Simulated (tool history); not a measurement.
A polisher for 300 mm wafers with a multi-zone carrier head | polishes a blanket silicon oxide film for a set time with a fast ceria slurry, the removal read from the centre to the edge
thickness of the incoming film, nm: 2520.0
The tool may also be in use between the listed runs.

run	hour	flow of slurry (ml/min)	pressure of the head's centre zone	pressure of the head's middle zone	pressure of the head's edge zone	polishing time (s)	film removed at the wafer's centre (Å)	film removed at mid-radius (Å)	film removed at the wafer's edge (Å)
1	0.0	310	1.00	1.00	1.00	36	6824.5	6763.4	6934.6
2	2.5	315	1.02	1.02	1.01	36	7032.3	6852.3	6702.8
3	10.3	375	1.02	1.02	1.01	36	7093.8	6654.0	7051.1
4	17.9	375	0.98	1.02	1.01	36	6923.4	6907.3	6917.7
5	21.2	375	0.98	1.07	1.01	36	6872.9	7301.3	7088.0
6	25.4	375	0.98	1.07	0.94	36	6870.8	7210.0	6762.5
7	32.1	370	0.99	1.08	0.95	37	7133.2	7326.4	6894.1
8	40.4	365	1.00	1.09	0.96	38	7404.0	7730.3	7277.2
9	44.8	365	1.01	1.10	0.96	38	7406.9	7752.2	7145.8
10	50.4	370	1.02	1.11	0.97	38	7502.0	7692.0	7173.4

The next listed run, before its measurement:
11	57.2	370	1.03	1.12	0.97	38	?	?	?

Run 11 gave film removed at the wafer's centre (Å) 7498.5, film removed at mid-radius (Å) 7985.2, film removed at the wafer's edge (Å) 7119.9.
